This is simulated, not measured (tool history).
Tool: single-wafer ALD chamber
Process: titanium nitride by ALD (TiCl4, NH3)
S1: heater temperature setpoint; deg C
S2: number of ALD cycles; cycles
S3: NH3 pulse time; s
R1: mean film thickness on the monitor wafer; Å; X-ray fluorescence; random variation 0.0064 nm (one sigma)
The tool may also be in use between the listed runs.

| run | day | S1 | S2 | S3 | R1 |
|---|---|---|---|---|---|
| 1 | 0 | 390 | 143 | 1.65 | 27.365 |
| 2 | 0.15 | 381 | 143 | 1.65 | 27.059 |
| 3 | 0.438 | 373 | 143 | 1.65 | 26.689 |
| 4 | 0.779 | 373 | 143 | 2 | 27.456 |
| 5 | 1.046 | 373 | 143 | 2 | 27.175 |
| 6 | 1.079 | 381 | 143 | 2 | 27.462 |
| 7 | 1.258 | 369 | 143 | 1.47 | 26.291 |
| 8 | 1.296 | 369 | 143 | 1.47 | 26.207 |
| 9 | 1.588 | 368 | 143 | 1.28 | 25.581 |
| 10 | 1.671 | 368 | 143 | 1.13 | 24.883 |
| 11 | 2.038 | 366 | 143 | 0.6 | 14.802 |

Run 12 comes next. What will it give?
| 12 | 2.371 | 366 | 144 | 0.72 | ? |

R1: 20.561 Å
